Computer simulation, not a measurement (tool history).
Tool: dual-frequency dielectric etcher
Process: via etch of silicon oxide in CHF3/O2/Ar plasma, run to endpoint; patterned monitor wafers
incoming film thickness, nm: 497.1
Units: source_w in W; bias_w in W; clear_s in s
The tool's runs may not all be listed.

run,hour,source_w,bias_w,clear_s
1,0,890,146,253.69
2,6.1,790,146,263.04
3,12,740,144,270.3
4,19.1,810,144,263.77
# hour 21.3: bias power generator calibrated
5,21.3,810,128,273.07
6,25.1,920,128,259.21
7,31.1,870,126,264.47

Forecast run 8:
8,35.1,830,124,?

Run 8 gave clear_s 272.05 s.
